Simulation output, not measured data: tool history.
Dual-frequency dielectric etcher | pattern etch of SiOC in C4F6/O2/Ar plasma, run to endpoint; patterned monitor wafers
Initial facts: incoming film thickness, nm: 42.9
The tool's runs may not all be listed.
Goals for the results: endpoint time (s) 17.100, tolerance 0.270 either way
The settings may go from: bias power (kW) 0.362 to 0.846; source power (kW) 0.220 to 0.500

run  hour  bias power (kW)  source power (kW)  endpoint time (s)
  1   0.0            0.604              0.360             14.842
  2   3.0            0.547              0.360             15.476
  3   4.2            0.518              0.360             15.884
  4   8.0            0.498              0.360             16.336
  5  14.9            0.579              0.360             15.011
  6  19.4            0.579              0.320             16.026
  7  22.8            0.471              0.310             17.523
  8  31.7            0.477              0.310             17.542
  9  40.6            0.484              0.310             17.541
 10  46.4            0.490              0.310             17.315

Exercise: of the 5 proposed moves below, exactly one satisfies all targets within the stated allowed misses. Which move is it?
  A  52.2            0.517              0.280                  ?
  B  52.2            0.538              0.290                  ?
  C  52.2            0.618              0.280                  ?
  D  52.2            0.561              0.260                  ?
  E  52.2            0.487              0.280                  ?

move  endpoint time (s)
   A             17.723
   B             17.142
   C             16.382
   D             17.681
   E             18.197
A: further off than the last run
B: meets every target
C: the result that was furthest off in the last run now lies on the other side of its target
D: further off than the last run
E: further off than the last run
Correct choice: B, which meets every target
